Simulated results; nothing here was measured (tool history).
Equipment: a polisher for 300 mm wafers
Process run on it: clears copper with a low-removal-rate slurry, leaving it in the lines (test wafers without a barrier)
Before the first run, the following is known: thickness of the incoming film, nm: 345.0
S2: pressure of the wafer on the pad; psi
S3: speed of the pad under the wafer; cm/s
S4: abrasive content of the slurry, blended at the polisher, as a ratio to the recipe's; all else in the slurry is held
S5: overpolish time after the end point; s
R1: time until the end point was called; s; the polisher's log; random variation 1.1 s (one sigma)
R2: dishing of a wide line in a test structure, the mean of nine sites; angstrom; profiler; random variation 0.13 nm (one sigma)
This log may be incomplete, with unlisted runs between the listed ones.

run 1 hour=0 | flow_of_slurry_(ml/min)=290 S2=2.7 S3=116 S4=1 S5=11 | R1=84.076 R2=310.52
run 2 hour=5.1 | flow_of_slurry_(ml/min)=290 S2=2.7 S3=116 S4=1 S5=6 | R1=84.213 R2=183.22
run 3 hour=11.5 | flow_of_slurry_(ml/min)=260 S2=2.7 S3=116 S4=1 S5=6 | R1=84.64 R2=180.07
run 4 hour=15.4 | flow_of_slurry_(ml/min)=260 S2=2.7 S3=116 S4=0.85 S5=6 | R1=86.488 R2=180.36
run 5 hour=21.7 | flow_of_slurry_(ml/min)=260 S2=2.7 S3=116 S4=0.85 S5=3 | R1=87.454 R2=93.287
run 6 hour=24.8 | flow_of_slurry_(ml/min)=260 S2=3 S3=116 S4=0.85 S5=3 | R1=78.584 R2=102.85

Run 7, settings as shown, results not yet in. Your forecast:
run 7 hour=26.8 | flow_of_slurry_(ml/min)=260 S2=2.6 S3=116 S4=0.85 S5=3 | R1=? R2=?

R1: 91.192 s
R2: 90.807 angstrom
